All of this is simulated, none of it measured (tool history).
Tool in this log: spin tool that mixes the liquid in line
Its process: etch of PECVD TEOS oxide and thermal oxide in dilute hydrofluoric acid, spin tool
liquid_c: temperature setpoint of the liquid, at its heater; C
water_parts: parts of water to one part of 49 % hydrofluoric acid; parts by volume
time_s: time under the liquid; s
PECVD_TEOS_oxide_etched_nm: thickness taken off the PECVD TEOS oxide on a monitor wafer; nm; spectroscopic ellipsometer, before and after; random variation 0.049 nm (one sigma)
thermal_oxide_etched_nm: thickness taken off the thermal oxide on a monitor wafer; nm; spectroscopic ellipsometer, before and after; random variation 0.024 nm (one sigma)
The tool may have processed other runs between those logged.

run 1 day=0 | liquid_c=21 water_parts=50 time_s=30 | PECVD_TEOS_oxide_etched_nm=6.8002 thermal_oxide_etched_nm=2.5907
run 2 day=0.192 | liquid_c=21 water_parts=60 time_s=30 | PECVD_TEOS_oxide_etched_nm=5.5921 thermal_oxide_etched_nm=2.1162
run 3 day=0.429 | liquid_c=21 water_parts=45 time_s=30 | PECVD_TEOS_oxide_etched_nm=7.6445 thermal_oxide_etched_nm=2.8742
run 4 day=0.458 | liquid_c=20.5 water_parts=45 time_s=30 | PECVD_TEOS_oxide_etched_nm=7.4231 thermal_oxide_etched_nm=2.8299
run 5 day=0.512 | liquid_c=20.5 water_parts=35 time_s=30 | PECVD_TEOS_oxide_etched_nm=9.5484 thermal_oxide_etched_nm=3.6394
run 6 day=0.767 | liquid_c=20.5 water_parts=35 time_s=35 | PECVD_TEOS_oxide_etched_nm=11.187 thermal_oxide_etched_nm=4.2827
run 7 day=0.817 | liquid_c=20.5 water_parts=35 time_s=35 | PECVD_TEOS_oxide_etched_nm=11.323 thermal_oxide_etched_nm=4.2306

Forecast run 8:
run 8 day=1.062 | liquid_c=20 water_parts=40 time_s=35 | PECVD_TEOS_oxide_etched_nm=? thermal_oxide_etched_nm=?

PECVD_TEOS_oxide_etched_nm: 9.4856 nm
thermal_oxide_etched_nm: 3.6444 nm

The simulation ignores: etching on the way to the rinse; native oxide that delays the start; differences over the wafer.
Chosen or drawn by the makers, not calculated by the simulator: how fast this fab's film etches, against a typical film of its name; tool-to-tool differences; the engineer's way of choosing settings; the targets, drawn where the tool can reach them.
